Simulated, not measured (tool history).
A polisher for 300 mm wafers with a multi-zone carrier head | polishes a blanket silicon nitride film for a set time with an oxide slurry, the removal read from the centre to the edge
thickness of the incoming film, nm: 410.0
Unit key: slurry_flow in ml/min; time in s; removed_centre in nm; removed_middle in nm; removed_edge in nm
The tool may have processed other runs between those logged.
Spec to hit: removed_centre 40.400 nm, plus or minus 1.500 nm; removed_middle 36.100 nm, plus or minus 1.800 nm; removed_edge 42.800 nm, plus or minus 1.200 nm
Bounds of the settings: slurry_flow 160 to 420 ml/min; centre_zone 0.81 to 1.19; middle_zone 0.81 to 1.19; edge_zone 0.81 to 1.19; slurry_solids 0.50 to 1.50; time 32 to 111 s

run	hour	slurry_flow	centre_zone	middle_zone	edge_zone	slurry_solids	time	removed_centre	removed_middle	removed_edge
1	0.0	270	1.00	1.00	1.00	1.00	71	29.827	27.987	29.148
2	2.4	270	0.93	1.00	1.00	1.00	71	27.480	27.861	29.611
3	3.7	270	0.93	1.07	1.00	1.00	71	28.047	29.110	29.145
4	11.8	275	0.96	1.03	1.06	1.15	72	31.481	32.032	33.683
5	19.0	285	1.00	0.99	1.10	1.25	72	34.247	31.501	35.527
6	27.6	230	1.00	0.99	1.10	1.25	72	33.107	30.550	34.385
7	32.1	270	1.01	0.99	1.13	1.30	72	34.909	32.849	36.002
8	32.7	285	1.01	0.96	1.15	1.35	73	36.486	33.678	37.955

Of the 4 settings listed for the next run, only one would bring every result within its allowed miss of target. Which one?
A	33.3	335	1.11	0.89	1.14	1.50	75	?	?	?
B	33.3	245	1.02	0.95	1.18	1.40	81	?	?	?
C	33.3	325	1.00	1.07	1.12	1.50	74	?	?	?
D	33.3	240	0.94	0.99	1.19	1.40	75	?	?	?

move	removed_centre	removed_middle	removed_edge
A	43.658	33.828	40.744
B	40.533	36.246	42.394
C	38.705	38.881	39.656
D	34.468	34.662	39.325
A: moves toward the targets from the last run without getting all of them in spec
B: every result within its allowed miss
C: moves toward the targets from the last run without getting all of them in spec
D: neither nearer nor further off than the last run
Go with B: it meets all targets.
